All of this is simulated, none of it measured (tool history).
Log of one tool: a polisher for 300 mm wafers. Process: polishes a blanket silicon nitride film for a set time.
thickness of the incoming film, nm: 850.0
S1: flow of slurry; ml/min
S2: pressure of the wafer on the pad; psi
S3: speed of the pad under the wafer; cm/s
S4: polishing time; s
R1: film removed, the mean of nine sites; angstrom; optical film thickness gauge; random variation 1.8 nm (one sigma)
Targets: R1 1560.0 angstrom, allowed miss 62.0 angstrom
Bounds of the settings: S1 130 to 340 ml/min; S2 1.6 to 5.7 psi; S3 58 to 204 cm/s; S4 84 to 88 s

run,hour,S1,S2,S3,S4,R1
1,0.0,220,3.6,130,84,2170.5
2,6.2,220,3.6,146,84,2348.3
3,13.1,220,3.6,126,84,2054.7
4,14.2,175,3.6,126,84,1995.1
5,15.7,150,3.6,126,84,1987.2
6,23.7,180,3.6,126,84,2032.0
7,25.4,180,3.3,126,84,1865.1
8,26.6,180,3.1,126,84,1767.2
9,27.7,180,3.0,126,84,1756.2
10,31.3,180,2.9,126,84,1659.8

Which of these 4 next moves meets every target?
A,34.9,160,2.6,134,85,?
B,34.9,155,2.9,124,88,?
C,34.9,195,2.8,132,88,?
D,34.9,165,2.7,136,87,?

move,R1
A,1578.4
B,1700.3
C,1768.0
D,1700.4
A: meets every target
B: further off than the last run
C: further off than the last run
D: further off than the last run
Answer: A
